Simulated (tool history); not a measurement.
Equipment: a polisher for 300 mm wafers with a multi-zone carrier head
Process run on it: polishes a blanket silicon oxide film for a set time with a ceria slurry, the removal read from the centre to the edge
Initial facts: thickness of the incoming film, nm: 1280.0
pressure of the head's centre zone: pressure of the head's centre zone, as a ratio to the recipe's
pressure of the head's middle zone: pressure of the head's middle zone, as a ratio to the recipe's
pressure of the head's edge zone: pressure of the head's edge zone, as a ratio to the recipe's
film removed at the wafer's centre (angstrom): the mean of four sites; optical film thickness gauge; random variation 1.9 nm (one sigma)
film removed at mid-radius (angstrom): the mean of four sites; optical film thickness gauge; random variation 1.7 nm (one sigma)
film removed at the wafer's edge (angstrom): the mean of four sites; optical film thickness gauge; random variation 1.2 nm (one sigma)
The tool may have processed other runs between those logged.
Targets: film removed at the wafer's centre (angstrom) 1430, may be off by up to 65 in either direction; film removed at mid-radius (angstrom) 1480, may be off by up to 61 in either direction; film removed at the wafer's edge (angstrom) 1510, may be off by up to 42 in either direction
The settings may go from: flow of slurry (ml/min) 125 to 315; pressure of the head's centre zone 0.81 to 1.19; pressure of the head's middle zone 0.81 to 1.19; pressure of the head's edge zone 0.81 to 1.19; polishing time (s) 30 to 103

run,hour,flow of slurry (ml/min),pressure of the head's centre zone,pressure of the head's middle zone,pressure of the head's edge zone,polishing time (s),film removed at the wafer's centre (angstrom),film removed at mid-radius (angstrom),film removed at the wafer's edge (angstrom)
1,0,205,1,1,1,66,2332.2,2380.8,2327.3
2,5.6,245,1,1,1,66,2351.4,2422.3,2358.9
3,10.7,245,1,1,1,58,2155.2,2054.9,2057.9
4,12.6,270,1,1,1,58,2105.5,2128.1,2049.6
5,16.8,270,0.97,0.98,0.98,54,1922.9,1931.2,1942.6
6,22.3,290,0.97,0.98,0.98,54,1913.8,1958.2,1957.1
7,31.3,290,0.96,0.98,0.96,51,1833.9,1823,1798.3
8,39.2,290,0.93,0.97,0.94,50,1750.5,1788.7,1759.3
9,42.9,290,0.91,0.95,0.92,49,1632.4,1766.1,1697.4
# hour 47.9: worn pad replaced by a new one
10,47.9,290,0.91,0.92,0.91,48,1792.9,1813.1,1859.7
11,52.6,290,0.92,0.94,0.94,46,1765.7,1803.3,1801.7
12,57.7,295,0.9,0.93,0.92,43,1632.5,1653.5,1693.6
13,64,295,0.89,0.93,0.92,41,1546.6,1570.3,1591.2
14,69.3,295,0.88,0.93,0.92,40,1454.6,1531.3,1547.1

Consider the 5 candidate settings below. Which is the only one whose results all fall within their allowed miss of target?
A,74.6,315,0.91,0.94,0.97,38,?,?,?
B,74.6,315,0.85,0.86,0.98,39,?,?,?
C,74.6,300,0.92,0.84,0.87,41,?,?,?
D,74.6,275,0.95,1.03,0.93,39,?,?,?
E,74.6,310,0.87,0.96,0.93,41,?,?,?

move,film removed at the wafer's centre (angstrom),film removed at mid-radius (angstrom),film removed at the wafer's edge (angstrom)
A,1412.9,1475.2,1508
B,1366.3,1406.7,1556.9
C,1530.9,1444.2,1544.3
D,1486.8,1615.7,1501.9
E,1464.3,1618.2,1593.1
A: in spec on every target
B: its largest miss is bigger than the last run's
C: gets the furthest-off result to its target, but another result is out of tolerance
D: gets the furthest-off result to its target, but another result is out of tolerance
E: its largest miss is bigger than the last run's
A meets every target.

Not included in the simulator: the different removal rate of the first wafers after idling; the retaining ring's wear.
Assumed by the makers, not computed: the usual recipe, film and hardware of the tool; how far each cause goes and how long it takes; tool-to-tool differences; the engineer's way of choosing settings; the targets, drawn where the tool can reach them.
